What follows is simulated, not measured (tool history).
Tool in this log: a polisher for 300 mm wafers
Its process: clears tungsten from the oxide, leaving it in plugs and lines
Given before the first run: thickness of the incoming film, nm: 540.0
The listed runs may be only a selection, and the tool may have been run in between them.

run	hour	flow of slurry (ml/min)	pressure of the wafer on the pad (kPa)	speed of the pad under the wafer (cm/s)	abrasive content of the slurry	overpolish time after the end point (s)	time until the end point was called (s)
1	0	310	17.9	136	1	19	126.29
2	7.7	310	17.2	136	1	19	126.25
3	9.1	310	17.2	136	1.15	19	123.36
4	15.7	310	17.2	160	1.15	19	107.04
# hour 22.2: worn pad replaced by a new one
5	22.2	310	17.2	186	1.15	19	85.474
6	25.2	310	17.2	186	1.15	21	86.69
7	31.3	310	14.5	184	1.15	21	98.105
8	33.1	310	12.4	180	1.15	21	109.85
9	35.8	310	12.4	180	1.15	21	109.77
10	44.6	310	11	176	1.15	21	120.73

Run 11 has not been measured yet. What should we expect?
11	50.1	310	10.3	174	1.15	21	?

{"run 11": {"time until the end point was called (s)": 125.28}}
